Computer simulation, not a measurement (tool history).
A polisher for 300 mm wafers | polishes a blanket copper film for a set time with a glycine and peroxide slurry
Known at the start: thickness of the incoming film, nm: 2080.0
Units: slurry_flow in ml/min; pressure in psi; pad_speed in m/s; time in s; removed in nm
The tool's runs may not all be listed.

Run 1, hour 0.0: slurry_flow 290 ml/min, pressure 2.7 psi, pad_speed 0.84 m/s, time 106 s. Result: removed 452.38 nm.
Run 2, hour 8.3: slurry_flow 290 ml/min, pressure 2.7 psi, pad_speed 0.84 m/s, time 106 s. Result: removed 450.69 nm.
Run 3, hour 14.6: slurry_flow 290 ml/min, pressure 3.0 psi, pad_speed 0.86 m/s, time 106 s. Result: removed 492.19 nm.
Run 4, hour 16.0: slurry_flow 290 ml/min, pressure 2.5 psi, pad_speed 0.86 m/s, time 106 s. Result: removed 427.41 nm.
Run 5, hour 17.8: slurry_flow 360 ml/min, pressure 2.5 psi, pad_speed 0.86 m/s, time 106 s. Result: removed 433.95 nm.
At hour 22.3: worn pad replaced by a new one.
Run 6, hour 22.3: slurry_flow 360 ml/min, pressure 2.5 psi, pad_speed 0.66 m/s, time 106 s. Result: removed 397.43 nm.

Forecast run 7:
Run 7, hour 26.6: slurry_flow 360 ml/min, pressure 2.5 psi, pad_speed 0.66 m/s, time 106 s. Result: removed ?.

Run 7 gave removed 399.46 nm.
